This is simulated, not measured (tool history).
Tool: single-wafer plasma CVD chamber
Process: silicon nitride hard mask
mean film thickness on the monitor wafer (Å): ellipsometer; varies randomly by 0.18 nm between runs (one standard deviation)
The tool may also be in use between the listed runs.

| run | day | heater temperature setpoint (K) | chamber pressure (Pa) | RF power (kW) | deposition time (s) | mean film thickness on the monitor wafer (Å) |
|---|---|---|---|---|---|---|
| 1 | 0.000 | 658.15 | 225 | 0.275 | 51.8 | 523.56 |
| 2 | 0.338 | 658.15 | 225 | 0.310 | 51.8 | 556.07 |
| 3 | 0.462 | 658.15 | 233 | 0.310 | 51.8 | 565.04 |
| 4 | 0.658 | 658.15 | 251 | 0.310 | 51.8 | 584.08 |
| 5 | 0.800 | 658.15 | 251 | 0.310 | 51.8 | 586.32 |
| 6 | 1.004 | 658.15 | 253 | 0.310 | 51.8 | 586.95 |
| 7 | 1.325 | 658.15 | 256 | 0.310 | 51.8 | 586.73 |
| 8 | 1.612 | 658.15 | 259 | 0.310 | 51.8 | 591.85 |
| 9 | 1.783 | 658.15 | 260 | 0.310 | 51.8 | 591.70 |
| 10 | 2.125 | 658.15 | 261 | 0.310 | 51.8 | 595.61 |
| 11 | 2.329 | 658.15 | 263 | 0.310 | 51.8 | 593.14 |

Estimate the outcome of run 12 from the log above:
| 12 | 2.400 | 658.15 | 264 | 0.310 | 51.8 | ? |

mean film thickness on the monitor wafer (Å): 593.50
